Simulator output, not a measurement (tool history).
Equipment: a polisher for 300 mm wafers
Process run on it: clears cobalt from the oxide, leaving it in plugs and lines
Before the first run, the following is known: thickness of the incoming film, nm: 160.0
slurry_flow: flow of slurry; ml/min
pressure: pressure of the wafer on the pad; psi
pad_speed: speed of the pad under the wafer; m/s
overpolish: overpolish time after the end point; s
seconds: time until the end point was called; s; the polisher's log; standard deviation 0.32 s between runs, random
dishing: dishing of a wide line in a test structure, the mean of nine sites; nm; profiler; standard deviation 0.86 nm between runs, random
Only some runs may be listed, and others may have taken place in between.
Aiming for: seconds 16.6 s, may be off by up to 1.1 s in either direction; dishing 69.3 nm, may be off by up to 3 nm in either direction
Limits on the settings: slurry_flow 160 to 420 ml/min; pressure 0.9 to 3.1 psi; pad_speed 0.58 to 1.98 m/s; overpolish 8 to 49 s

run 1 hour=0 | slurry_flow=270 pressure=2 pad_speed=1.28 overpolish=25 | seconds=33.025 dishing=72.186
run 2 hour=6.7 | slurry_flow=270 pressure=2.2 pad_speed=1.3 overpolish=22 | seconds=28.798 dishing=69.044
run 3 hour=8 | slurry_flow=270 pressure=2.3 pad_speed=1.32 overpolish=21 | seconds=27.451 dishing=69.766
run 4 hour=13 | slurry_flow=315 pressure=2.3 pad_speed=1.32 overpolish=21 | seconds=26.873 dishing=71.345
run 5 hour=18.9 | slurry_flow=315 pressure=2.3 pad_speed=1.32 overpolish=31 | seconds=26.345 dishing=80.637
run 6 hour=21.8 | slurry_flow=260 pressure=2.3 pad_speed=1.32 overpolish=31 | seconds=27.165 dishing=82.425
run 7 hour=25.1 | slurry_flow=265 pressure=2.4 pad_speed=1.34 overpolish=28 | seconds=25.556 dishing=79.542
run 8 hour=25.9 | slurry_flow=265 pressure=2.5 pad_speed=1.36 overpolish=25 | seconds=24.874 dishing=79.484
run 9 hour=33.1 | slurry_flow=290 pressure=2.6 pad_speed=1.38 overpolish=22 | seconds=22.563 dishing=76.607
run 10 hour=41 | slurry_flow=295 pressure=2.7 pad_speed=1.4 overpolish=20 | seconds=21.484 dishing=76.218
run 11 hour=43 | slurry_flow=305 pressure=2.8 pad_speed=1.42 overpolish=18 | seconds=20.452 dishing=73.53
run 12 hour=51.3 | slurry_flow=305 pressure=2.8 pad_speed=1.44 overpolish=17 | seconds=20.662 dishing=74.014
run 13 hour=56.7 | slurry_flow=325 pressure=3.1 pad_speed=1.54 overpolish=8 | seconds=16.746 dishing=54.561
run 14 hour=61.4 | slurry_flow=325 pressure=3.1 pad_speed=1.56 overpolish=9 | seconds=16.706 dishing=58.943
run 15 hour=65.9 | slurry_flow=325 pressure=2.9 pad_speed=1.7 overpolish=17 | seconds=16.661 dishing=76.486
run 16 hour=66.8 | slurry_flow=325 pressure=2.9 pad_speed=1.7 overpolish=16 | seconds=16.66 dishing=75.485
run 17 hour=71.7 | slurry_flow=325 pressure=3 pad_speed=1.66 overpolish=14 | seconds=16.352 dishing=73.662

Consider the 4 candidate settings below. Which is the only one whose results all fall within their allowed miss of target?
run A hour=76.6 | slurry_flow=315 pressure=2.8 pad_speed=1.82 overpolish=12 | seconds=? dishing=?
run B hour=76.6 | slurry_flow=245 pressure=3.1 pad_speed=1.82 overpolish=16 | seconds=? dishing=?
run C hour=76.6 | slurry_flow=325 pressure=3 pad_speed=1.66 overpolish=22 | seconds=? dishing=?
run D hour=76.6 | slurry_flow=340 pressure=2.9 pad_speed=1.9 overpolish=9 | seconds=? dishing=?

move=A seconds=16.432 dishing=71.054
move=B seconds=15.179 dishing=81.469
move=C seconds=16.766 dishing=86.183
move=D seconds=15.138 dishing=64.254
A: each result inside its tolerance
B: misses by more than the last run did
C: misses by more than the last run did
D: pushes the last run's worst result past its target
Answer: A
